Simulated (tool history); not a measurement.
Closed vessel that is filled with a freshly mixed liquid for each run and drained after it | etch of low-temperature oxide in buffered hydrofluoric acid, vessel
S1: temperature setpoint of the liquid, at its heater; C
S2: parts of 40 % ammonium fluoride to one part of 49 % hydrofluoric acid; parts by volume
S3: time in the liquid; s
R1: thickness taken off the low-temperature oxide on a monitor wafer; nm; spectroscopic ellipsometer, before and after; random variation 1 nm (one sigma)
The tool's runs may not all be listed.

run	hour	S1	S2	S3	R1
1	0.0	24.0	18	85	141.35
2	6.0	24.0	18	85	142.49
3	14.9	24.0	20	85	128.14
4	19.2	25.5	20	85	137.75
5	22.3	26.5	20	85	145.81
6	27.2	23.0	20	85	120.67
7	29.5	24.5	20	85	131.06
8	35.7	24.5	20	85	130.69

The next listed run, before its measurement:
9	38.0	26.0	20	85	?

{"run 9": {"R1": 142.81}}
